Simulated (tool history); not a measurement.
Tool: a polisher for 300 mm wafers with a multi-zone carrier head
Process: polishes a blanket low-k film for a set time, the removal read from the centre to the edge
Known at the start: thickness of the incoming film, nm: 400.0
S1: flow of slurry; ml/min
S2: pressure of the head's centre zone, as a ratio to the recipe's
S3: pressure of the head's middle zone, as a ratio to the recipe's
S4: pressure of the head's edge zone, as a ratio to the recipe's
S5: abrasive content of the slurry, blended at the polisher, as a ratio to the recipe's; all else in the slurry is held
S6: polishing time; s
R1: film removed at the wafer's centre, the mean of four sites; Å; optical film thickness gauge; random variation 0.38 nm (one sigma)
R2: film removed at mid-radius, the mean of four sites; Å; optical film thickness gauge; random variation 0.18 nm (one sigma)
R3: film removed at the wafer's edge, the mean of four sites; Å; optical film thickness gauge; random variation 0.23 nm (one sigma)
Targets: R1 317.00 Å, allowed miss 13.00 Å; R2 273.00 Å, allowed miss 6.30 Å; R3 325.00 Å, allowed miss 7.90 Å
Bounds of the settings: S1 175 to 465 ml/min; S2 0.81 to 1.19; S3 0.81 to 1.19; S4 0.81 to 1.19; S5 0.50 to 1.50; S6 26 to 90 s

run 1 day=0.000 | S1=295 S2=1.00 S3=1.00 S4=1.00 S5=1.00 S6=58 | R1=275.52 R2=276.60 R3=275.45
run 2 day=0.367 | S1=295 S2=0.92 S3=1.00 S4=1.00 S5=1.00 S6=58 | R1=256.36 R2=272.24 R3=276.52
run 3 day=0.692 | S1=295 S2=0.92 S3=1.00 S4=0.92 S5=1.00 S6=58 | R1=257.21 R2=271.95 R3=264.63
run 4 day=0.792 | S1=295 S2=0.92 S3=1.00 S4=0.95 S5=1.00 S6=58 | R1=256.52 R2=273.51 R3=269.42
run 5 day=0.950 | S1=295 S2=0.92 S3=1.00 S4=0.95 S5=0.85 S6=58 | R1=234.96 R2=241.76 R3=237.71
run 6 day=1.279 | S1=295 S2=0.92 S3=0.95 S4=0.95 S5=0.85 S6=58 | R1=231.02 R2=235.96 R3=241.02
run 7 day=1.454 | S1=350 S2=1.02 S3=0.88 S4=1.05 S5=1.10 S6=59 | R1=299.43 R2=263.49 R3=308.23
run 8 day=1.654 | S1=360 S2=1.03 S3=0.88 S4=1.07 S5=1.10 S6=59 | R1=312.20 R2=266.03 R3=306.45
run 9 day=1.917 | S1=360 S2=1.03 S3=0.88 S4=1.07 S5=1.10 S6=59 | R1=311.00 R2=266.25 R3=310.90

5 next moves are on the table. One of them brings every result within its allowed miss. Which?
run A day=2.179 | S1=400 S2=1.07 S3=0.85 S4=1.09 S5=1.10 S6=65 | R1=? R2=? R3=?
run B day=2.179 | S1=375 S2=0.97 S3=0.81 S4=0.99 S5=1.30 S6=59 | R1=? R2=? R3=?
run C day=2.179 | S1=340 S2=1.11 S3=0.90 S4=1.00 S5=1.10 S6=58 | R1=? R2=? R3=?
run D day=2.179 | S1=320 S2=0.96 S3=0.83 S4=1.00 S5=1.10 S6=61 | R1=? R2=? R3=?
run E day=2.179 | S1=390 S2=1.11 S3=0.89 S4=1.19 S5=0.95 S6=67 | R1=? R2=? R3=?

move=A R1=353.84 R2=287.52 R3=349.47
move=B R1=320.20 R2=271.59 R3=327.83
move=C R1=321.50 R2=265.82 R3=295.99
move=D R1=298.14 R2=260.46 R3=310.47
move=E R1=344.70 R2=282.02 R3=345.33
A: takes the result that was furthest off past its target
B: meets every target
C: further off than the last run
D: further off than the last run
E: takes the result that was furthest off past its target
The right move is B.

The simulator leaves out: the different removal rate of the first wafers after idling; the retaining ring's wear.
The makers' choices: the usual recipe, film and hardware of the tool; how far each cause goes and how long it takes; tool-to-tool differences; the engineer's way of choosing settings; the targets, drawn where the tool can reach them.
